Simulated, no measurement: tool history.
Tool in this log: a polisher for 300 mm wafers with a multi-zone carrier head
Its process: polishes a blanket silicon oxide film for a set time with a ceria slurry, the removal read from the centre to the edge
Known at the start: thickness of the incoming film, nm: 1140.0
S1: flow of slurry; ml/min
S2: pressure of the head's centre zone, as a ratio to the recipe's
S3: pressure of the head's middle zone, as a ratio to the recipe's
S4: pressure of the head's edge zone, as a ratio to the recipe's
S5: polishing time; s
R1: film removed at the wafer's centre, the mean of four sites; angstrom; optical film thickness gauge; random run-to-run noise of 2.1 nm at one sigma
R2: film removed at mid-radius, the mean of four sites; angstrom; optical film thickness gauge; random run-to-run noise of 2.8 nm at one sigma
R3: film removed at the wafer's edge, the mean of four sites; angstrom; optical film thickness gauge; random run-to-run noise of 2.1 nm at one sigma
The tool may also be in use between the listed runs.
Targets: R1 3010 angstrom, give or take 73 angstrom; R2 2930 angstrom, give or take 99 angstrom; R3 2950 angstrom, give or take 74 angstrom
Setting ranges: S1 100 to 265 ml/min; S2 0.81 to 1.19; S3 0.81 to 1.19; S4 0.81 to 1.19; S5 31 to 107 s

| run | day | S1 | S2 | S3 | S4 | S5 | R1 | R2 | R3 |
|---|---|---|---|---|---|---|---|---|---|
| 1 | 0 | 170 | 1 | 1 | 1 | 69 | 4514.2 | 4736.4 | 4627.7 |
| 2 | 0.038 | 170 | 1.09 | 1 | 1 | 69 | 5008.4 | 4701.4 | 4635.9 |
| 3 | 0.412 | 170 | 1.09 | 1 | 1.05 | 69 | 4989.5 | 4775.9 | 4709.3 |
| 4 | 0.508 | 165 | 1.06 | 0.99 | 1 | 61 | 4256.2 | 4135.8 | 4094.6 |
| 5 | 0.754 | 160 | 1.04 | 0.98 | 0.96 | 56 | 3776.6 | 3672.3 | 3629.8 |
| 6 | 1.129 | 190 | 1.04 | 0.98 | 0.96 | 56 | 3877.3 | 3825.3 | 3744.6 |
| 7 | 1.308 | 175 | 1.02 | 0.96 | 0.92 | 54 | 3656.4 | 3547.9 | 3519.2 |
| 8 | 1.488 | 160 | 1 | 0.95 | 0.89 | 52 | 3360.3 | 3375.1 | 3293.4 |
| 9 | 1.604 | 150 | 0.99 | 0.93 | 0.87 | 52 | 3287.1 | 3261.3 | 3230.6 |
| 10 | 1.646 | 140 | 0.99 | 0.92 | 0.85 | 52 | 3226.3 | 3168.8 | 3139.8 |
| 11 | 1.942 | 130 | 0.98 | 0.91 | 0.84 | 52 | 3155 | 3192.4 | 3063.1 |
| 12 | 2.058 | 125 | 0.98 | 0.89 | 0.84 | 52 | 3098.5 | 3039.7 | 3080 |

Pick the move, out of 5, that brings all results within their allowed miss; only one does.
| A | 2.175 | 160 | 0.96 | 0.91 | 0.88 | 50 | ? | ? | ? |
| B | 2.175 | 180 | 0.99 | 0.94 | 0.82 | 49 | ? | ? | ? |
| C | 2.175 | 170 | 1.03 | 0.88 | 0.84 | 47 | ? | ? | ? |
| D | 2.175 | 110 | 0.93 | 0.86 | 0.85 | 55 | ? | ? | ? |
| E | 2.175 | 180 | 0.95 | 0.86 | 0.83 | 48 | ? | ? | ? |

| move | R1 | R2 | R3 |
|---|---|---|---|
| A | 3098.8 | 3098 | 3120.6 |
| B | 3211.5 | 3188.1 | 3009.9 |
| C | 3167.7 | 2864.6 | 2898.3 |
| D | 2963.7 | 2960.4 | 3164.8 |
| E | 3016.2 | 2901.5 | 2967.4 |
A: moves away from the targets compared with the last run
B: meets the target for the result that was furthest off, but another lies outside its allowed miss
C: meets the target for the result that was furthest off, but another lies outside its allowed miss
D: moves away from the targets compared with the last run
E: all results in spec
E meets every target.
